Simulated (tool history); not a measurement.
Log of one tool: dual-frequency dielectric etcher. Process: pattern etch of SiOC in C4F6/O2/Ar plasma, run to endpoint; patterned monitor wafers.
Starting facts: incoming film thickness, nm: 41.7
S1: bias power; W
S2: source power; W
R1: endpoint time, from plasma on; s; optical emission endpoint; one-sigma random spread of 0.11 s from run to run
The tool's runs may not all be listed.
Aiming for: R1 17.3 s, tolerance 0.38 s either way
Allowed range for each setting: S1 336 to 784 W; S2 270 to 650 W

run  hour   S1   S2      R1
  1     0  560  460  11.447
  2   3.7  516  420  12.693
  3  12.3  445  420  13.561
  4  19.1  445  370  14.412
  5  21.6  535  370  13.527
  6  23.7  588  370  12.924
  7  29.5  545  350  13.845
  8  37.1  545  350  13.911
  9  41.3  510  340  14.802

Below are 5 possible settings for the next run. Only one of them brings all results inside the allowed miss of their targets. Which is it?
  A  45.5  421  340   ?
  B  45.5  498  380   ?
  C  45.5  445  280   ?
  D  45.5  413  290   ?
  E  45.5  554  270   ?

move      R1
   A  15.592
   B  13.458
   C  17.945
   D  17.913
   E  16.964
A: better than the last run, though not everything is in spec
B: further off than the last run
C: pushes the last run's worst result past its target
D: pushes the last run's worst result past its target
E: in spec on every target
E meets every target.
